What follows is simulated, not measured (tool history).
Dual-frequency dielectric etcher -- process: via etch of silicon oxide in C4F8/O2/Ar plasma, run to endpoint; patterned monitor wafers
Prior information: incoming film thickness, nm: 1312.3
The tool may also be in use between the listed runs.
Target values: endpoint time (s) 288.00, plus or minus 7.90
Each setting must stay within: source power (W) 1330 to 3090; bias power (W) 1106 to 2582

| run | hour | source power (W) | bias power (W) | endpoint time (s) |
|---|---|---|---|---|
| 1 | 0.0 | 2210 | 1844 | 226.76 |
| 2 | 8.1 | 2360 | 1844 | 218.33 |
| 3 | 11.3 | 2570 | 1844 | 214.96 |
| 4 | 14.4 | 2410 | 1844 | 220.35 |
| 5 | 20.4 | 2410 | 1513 | 236.71 |
| 6 | 22.0 | 2410 | 1354 | 239.69 |
| 7 | 28.4 | 2120 | 1274 | 267.28 |
| 8 | 37.3 | 2120 | 1274 | 262.88 |
| 9 | 38.8 | 2010 | 1249 | 273.14 |
| 10 | 46.5 | 1950 | 1236 | 277.29 |

Of the 4 settings listed for the next run, only one would bring every result within its allowed miss of target. Which one?
| A | 54.2 | 2070 | 1239 | ? |
| B | 54.2 | 2090 | 1213 | ? |
| C | 54.2 | 1920 | 1172 | ? |
| D | 54.2 | 1950 | 1292 | ? |

| move | endpoint time (s) |
|---|---|
| A | 271.32 |
| B | 272.19 |
| C | 287.13 |
| D | 274.92 |
A: the biggest miss grows against the last run
B: the biggest miss grows against the last run
C: all results land within tolerance of their targets
D: the biggest miss grows against the last run
The move that meets every target is C.
